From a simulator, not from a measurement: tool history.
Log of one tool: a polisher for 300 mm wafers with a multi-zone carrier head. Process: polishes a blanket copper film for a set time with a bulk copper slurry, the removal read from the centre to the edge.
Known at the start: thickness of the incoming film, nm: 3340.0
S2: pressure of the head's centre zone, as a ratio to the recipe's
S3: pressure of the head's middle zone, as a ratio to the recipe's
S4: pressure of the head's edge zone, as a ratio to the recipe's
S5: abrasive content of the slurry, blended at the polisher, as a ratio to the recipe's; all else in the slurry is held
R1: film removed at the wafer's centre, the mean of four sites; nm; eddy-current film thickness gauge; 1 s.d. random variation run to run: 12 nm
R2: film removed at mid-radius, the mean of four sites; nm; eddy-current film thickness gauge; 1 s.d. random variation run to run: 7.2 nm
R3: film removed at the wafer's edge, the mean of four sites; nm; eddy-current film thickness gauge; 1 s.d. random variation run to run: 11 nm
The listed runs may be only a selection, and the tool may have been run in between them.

run 1 hour=0.0 | flow_of_slurry_(ml/min)=145 S2=1.00 S3=1.00 S4=1.00 S5=1.00 polishing_time_(s)=78 | R1=710.19 R2=715.71 R3=719.89
run 2 hour=4.5 | flow_of_slurry_(ml/min)=150 S2=1.00 S3=0.99 S4=1.02 S5=1.05 polishing_time_(s)=78 | R1=737.51 R2=707.35 R3=722.97
run 3 hour=12.8 | flow_of_slurry_(ml/min)=150 S2=1.00 S3=0.95 S4=1.02 S5=1.05 polishing_time_(s)=78 | R1=742.98 R2=686.57 R3=731.48
run 4 hour=14.0 | flow_of_slurry_(ml/min)=150 S2=0.92 S3=0.95 S4=1.02 S5=1.05 polishing_time_(s)=78 | R1=692.57 R2=683.16 R3=729.25
run 5 hour=18.3 | flow_of_slurry_(ml/min)=135 S2=0.92 S3=0.95 S4=1.02 S5=1.05 polishing_time_(s)=78 | R1=666.75 R2=675.24 R3=720.06
run 6 hour=22.9 | flow_of_slurry_(ml/min)=135 S2=0.92 S3=0.95 S4=1.04 S5=1.10 polishing_time_(s)=79 | R1=674.24 R2=691.39 R3=741.82
run 7 hour=30.8 | flow_of_slurry_(ml/min)=140 S2=0.92 S3=0.95 S4=1.06 S5=1.15 polishing_time_(s)=80 | R1=667.68 R2=707.92 R3=767.19
run 8 hour=33.1 | flow_of_slurry_(ml/min)=145 S2=0.93 S3=0.94 S4=1.07 S5=1.20 polishing_time_(s)=81 | R1=735.96 R2=721.22 R3=792.52
run 9 hour=39.5 | flow_of_slurry_(ml/min)=150 S2=0.93 S3=0.94 S4=1.08 S5=1.20 polishing_time_(s)=81 | R1=728.22 R2=720.89 R3=797.60
run 10 hour=44.6 | flow_of_slurry_(ml/min)=155 S2=0.93 S3=0.94 S4=1.09 S5=1.25 polishing_time_(s)=81 | R1=738.60 R2=730.86 R3=820.95
run 11 hour=50.2 | flow_of_slurry_(ml/min)=160 S2=0.93 S3=0.94 S4=1.10 S5=1.25 polishing_time_(s)=81 | R1=748.17 R2=733.94 R3=812.31
run 12 hour=52.1 | flow_of_slurry_(ml/min)=160 S2=0.93 S3=0.94 S4=1.11 S5=1.30 polishing_time_(s)=82 | R1=751.07 R2=748.10 R3=840.15

Run 13, settings as shown, results not yet in. Your forecast:
run 13 hour=57.8 | flow_of_slurry_(ml/min)=165 S2=0.93 S3=0.94 S4=1.12 S5=1.30 polishing_time_(s)=82 | R1=? R2=? R3=?

{"run 13": {"R1": 774.86, "R2": 755.32, "R3": 852.4}}
